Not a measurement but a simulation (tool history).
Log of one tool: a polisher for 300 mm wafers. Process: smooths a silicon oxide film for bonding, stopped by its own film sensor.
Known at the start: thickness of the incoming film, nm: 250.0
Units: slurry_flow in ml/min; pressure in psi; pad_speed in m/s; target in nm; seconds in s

Run 1, day 0.000: slurry_flow 215 ml/min, pressure 2.1 psi, pad_speed 0.84 m/s, slurry_solids 1.00, target 216 nm. Result: seconds 67.647 s.
Run 2, day 0.033: slurry_flow 215 ml/min, pressure 2.1 psi, pad_speed 0.68 m/s, slurry_solids 1.00, target 216 nm. Result: seconds 80.356 s.
Run 3, day 0.096: slurry_flow 215 ml/min, pressure 2.4 psi, pad_speed 0.74 m/s, slurry_solids 1.00, target 216 nm. Result: seconds 67.793 s.
Run 4, day 0.350: slurry_flow 185 ml/min, pressure 2.4 psi, pad_speed 0.74 m/s, slurry_solids 1.00, target 216 nm. Result: seconds 69.431 s.
Run 5, day 0.692: slurry_flow 135 ml/min, pressure 2.4 psi, pad_speed 0.74 m/s, slurry_solids 1.00, target 216 nm. Result: seconds 72.068 s.
Run 6, day 0.950: slurry_flow 135 ml/min, pressure 2.4 psi, pad_speed 0.64 m/s, slurry_solids 1.00, target 216 nm. Result: seconds 80.926 s.

The next listed run, before its measurement:
Run 7, day 0.983: slurry_flow 145 ml/min, pressure 3.0 psi, pad_speed 0.88 m/s, slurry_solids 1.05, target 216 nm. Result: seconds ?.

Run 7 gave seconds 48.227 s.
